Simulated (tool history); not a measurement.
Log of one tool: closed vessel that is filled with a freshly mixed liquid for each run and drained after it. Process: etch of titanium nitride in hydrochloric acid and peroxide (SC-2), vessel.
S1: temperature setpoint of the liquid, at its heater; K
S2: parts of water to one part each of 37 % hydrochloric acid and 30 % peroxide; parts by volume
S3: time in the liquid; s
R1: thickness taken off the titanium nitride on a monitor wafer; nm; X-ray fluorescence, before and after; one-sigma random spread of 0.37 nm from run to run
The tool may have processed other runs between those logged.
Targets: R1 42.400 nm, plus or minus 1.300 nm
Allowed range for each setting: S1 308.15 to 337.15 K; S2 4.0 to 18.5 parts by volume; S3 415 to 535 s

{"run": 1, "hour": 0.0, "S1": 321.15, "S2": 10.5, "S3": 535, "R1": 17.144}
{"run": 2, "hour": 2.1, "S1": 321.15, "S2": 12.0, "S3": 535, "R1": 15.188}
{"run": 3, "hour": 11.1, "S1": 321.15, "S2": 12.0, "S3": 535, "R1": 15.305}
{"run": 4, "hour": 18.8, "S1": 321.15, "S2": 10.5, "S3": 535, "R1": 17.461}
{"run": 5, "hour": 23.5, "S1": 324.15, "S2": 10.5, "S3": 535, "R1": 21.583}
{"run": 6, "hour": 26.0, "S1": 324.15, "S2": 8.5, "S3": 535, "R1": 25.191}
{"run": 7, "hour": 33.4, "S1": 326.15, "S2": 8.5, "S3": 535, "R1": 29.284}
{"run": 8, "hour": 37.3, "S1": 327.15, "S2": 8.5, "S3": 535, "R1": 30.737}
{"run": 9, "hour": 38.3, "S1": 328.15, "S2": 8.5, "S3": 535, "R1": 32.739}
{"run": 10, "hour": 45.5, "S1": 329.15, "S2": 8.5, "S3": 535, "R1": 35.158}

Below are 5 possible settings for the next run. Only one of them brings all results inside the allowed miss of their targets. Which is it?
{"run": "A", "hour": 52.7, "S1": 325.15, "S2": 5.0, "S3": 500, "R1": "?"}
{"run": "B", "hour": 52.7, "S1": 330.65, "S2": 6.5, "S3": 480, "R1": "?"}
{"run": "C", "hour": 52.7, "S1": 326.15, "S2": 8.5, "S3": 535, "R1": "?"}
{"run": "D", "hour": 52.7, "S1": 323.15, "S2": 5.5, "S3": 495, "R1": "?"}
{"run": "E", "hour": 52.7, "S1": 325.65, "S2": 7.5, "S3": 535, "R1": "?"}

move=A R1=37.066
move=B R1=41.843
move=C R1=28.235
move=D R1=29.998
move=E R1=30.201
A: closes in on the targets versus the last run, not all within tolerance yet
B: every result within its allowed miss
C: misses by more than the last run did
D: misses by more than the last run did
E: misses by more than the last run did
So the answer is move B, the one that meets all the targets.
